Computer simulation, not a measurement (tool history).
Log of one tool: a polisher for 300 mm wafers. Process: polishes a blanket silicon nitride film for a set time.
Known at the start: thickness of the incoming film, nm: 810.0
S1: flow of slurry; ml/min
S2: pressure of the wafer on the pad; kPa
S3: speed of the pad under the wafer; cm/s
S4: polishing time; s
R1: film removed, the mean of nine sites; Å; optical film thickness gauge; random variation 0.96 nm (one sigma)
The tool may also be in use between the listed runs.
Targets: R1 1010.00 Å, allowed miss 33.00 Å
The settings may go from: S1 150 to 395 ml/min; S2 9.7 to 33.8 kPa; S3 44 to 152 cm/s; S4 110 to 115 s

run	day	S1	S2	S3	S4	R1
1	0.000	250	21.4	98	110	1701.90
2	0.146	250	26.2	98	110	2079.80
3	0.246	250	26.2	120	110	2365.60
4	0.517	250	26.2	120	115	2569.40
5	0.742	250	26.2	138	115	2808.20
6	1.042	250	20.7	138	115	2245.80
7	1.304	250	19.3	132	115	1996.20
8	1.346	250	17.9	128	115	1853.90

Which of these 4 next moves meets every target?
A	1.388	275	11.0	98	111	?
B	1.388	235	9.7	116	113	?
C	1.388	265	11.0	98	111	?
D	1.388	265	11.0	114	110	?

move	R1
A	910.42
B	918.82
C	906.81
D	1014.20
A: takes the result that was furthest off past its target
B: takes the result that was furthest off past its target
C: takes the result that was furthest off past its target
D: meets every target
Answer: D
